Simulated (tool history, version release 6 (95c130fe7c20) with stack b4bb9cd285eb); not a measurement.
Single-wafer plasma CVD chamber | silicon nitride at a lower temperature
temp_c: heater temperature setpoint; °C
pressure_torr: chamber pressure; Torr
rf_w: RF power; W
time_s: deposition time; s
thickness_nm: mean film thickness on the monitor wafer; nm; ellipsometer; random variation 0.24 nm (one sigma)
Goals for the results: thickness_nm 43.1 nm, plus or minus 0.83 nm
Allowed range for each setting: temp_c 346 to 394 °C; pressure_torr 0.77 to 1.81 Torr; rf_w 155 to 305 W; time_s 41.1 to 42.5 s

Run 1, hour 0: temp_c 370 °C, pressure_torr 1.29 Torr, rf_w 230 W, time_s 41.1 s. Result: thickness_nm 36.72 nm.
Run 2, hour 6.1: temp_c 378 °C, pressure_torr 1.29 Torr, rf_w 230 W, time_s 41.1 s. Result: thickness_nm 36.365 nm.
Run 3, hour 12: temp_c 385 °C, pressure_torr 1.29 Torr, rf_w 230 W, time_s 41.1 s. Result: thickness_nm 36.271 nm.
Run 4, hour 13.2: temp_c 385 °C, pressure_torr 1.37 Torr, rf_w 235 W, time_s 41.1 s. Result: thickness_nm 37.421 nm.
Run 5, hour 21: temp_c 385 °C, pressure_torr 1.43 Torr, rf_w 240 W, time_s 41.1 s. Result: thickness_nm 38.856 nm.
Run 6, hour 21.7: temp_c 385 °C, pressure_torr 1.53 Torr, rf_w 240 W, time_s 41.1 s. Result: thickness_nm 39.785 nm.
Run 7, hour 24.1: temp_c 385 °C, pressure_torr 1.57 Torr, rf_w 240 W, time_s 41.1 s. Result: thickness_nm 40.244 nm.
Run 8, hour 25.9: temp_c 385 °C, pressure_torr 1.61 Torr, rf_w 240 W, time_s 41.1 s. Result: thickness_nm 40.463 nm.
Run 9, hour 28.1: temp_c 385 °C, pressure_torr 1.64 Torr, rf_w 240 W, time_s 41.1 s. Result: thickness_nm 41.12 nm.
Run 10, hour 30.6: temp_c 385 °C, pressure_torr 1.64 Torr, rf_w 240 W, time_s 41.1 s. Result: thickness_nm 41.259 nm.

5 next moves are on the table. One of them brings every result within its allowed miss. Which?
Run A, hour 33.1: temp_c 391 °C, pressure_torr 1.72 Torr, rf_w 230 W, time_s 41.8 s. Result: thickness_nm ?.
Run B, hour 33.1: temp_c 388 °C, pressure_torr 1.58 Torr, rf_w 240 W, time_s 41.9 s. Result: thickness_nm ?.
Run C, hour 33.1: temp_c 394 °C, pressure_torr 1.78 Torr, rf_w 215 W, time_s 41.1 s. Result: thickness_nm ?.
Run D, hour 33.1: temp_c 384 °C, pressure_torr 1.51 Torr, rf_w 255 W, time_s 42.3 s. Result: thickness_nm ?.
Run E, hour 33.1: temp_c 394 °C, pressure_torr 1.79 Torr, rf_w 225 W, time_s 41.7 s. Result: thickness_nm ?.

move  thickness_nm
   A        41.087
   B        41.338
   C        38.686
   D        43.042
   E        40.774
A: moves away from the targets compared with the last run
B: no better and no worse than the last run
C: moves away from the targets compared with the last run
D: meets every target
E: moves away from the targets compared with the last run
Move D is the one to make.
